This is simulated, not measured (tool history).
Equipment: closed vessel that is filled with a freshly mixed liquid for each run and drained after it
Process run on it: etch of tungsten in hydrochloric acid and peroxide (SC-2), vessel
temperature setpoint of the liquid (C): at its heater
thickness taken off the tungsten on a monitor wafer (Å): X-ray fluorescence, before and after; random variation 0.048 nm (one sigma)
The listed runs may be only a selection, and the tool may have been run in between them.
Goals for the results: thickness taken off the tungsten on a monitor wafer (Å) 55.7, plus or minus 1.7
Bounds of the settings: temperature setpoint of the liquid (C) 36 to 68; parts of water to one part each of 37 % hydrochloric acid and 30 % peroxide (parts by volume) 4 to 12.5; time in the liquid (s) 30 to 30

run	hour	temperature setpoint of the liquid (C)	parts of water to one part each of 37 % hydrochloric acid and 30 % peroxide (parts by volume)	time in the liquid (s)	thickness taken off the tungsten on a monitor wafer (Å)
1	0	52	7	30	80.988
2	4.8	52	5.5	30	95.749
3	5.5	50.5	5.5	30	88.398
4	9.5	50.5	4	30	110.21
5	10.7	50.5	4	30	110.68
6	18.4	48.5	4	30	96.795
7	22.6	47	4	30	86.306
# hour 29: chemicals flow meter replaced
8	29	47	4	30	89.314
9	37	39	4	30	51.578
10	43.2	39.5	4	30	54.258

Next run, 4 choices. One meets every target within its allowed miss, the rest don't. Which?
A	49.4	40.5	4.5	30	?
B	49.4	39	4	30	?
C	49.4	40	4.5	30	?
D	49.4	43	5.5	30	?

move	thickness taken off the tungsten on a monitor wafer (Å)
A	52.996
B	51.603
C	51.15
D	54.743
A: moves away from the targets compared with the last run
B: moves away from the targets compared with the last run
C: moves away from the targets compared with the last run
D: all results land within tolerance of their targets
Move D is the one to make.

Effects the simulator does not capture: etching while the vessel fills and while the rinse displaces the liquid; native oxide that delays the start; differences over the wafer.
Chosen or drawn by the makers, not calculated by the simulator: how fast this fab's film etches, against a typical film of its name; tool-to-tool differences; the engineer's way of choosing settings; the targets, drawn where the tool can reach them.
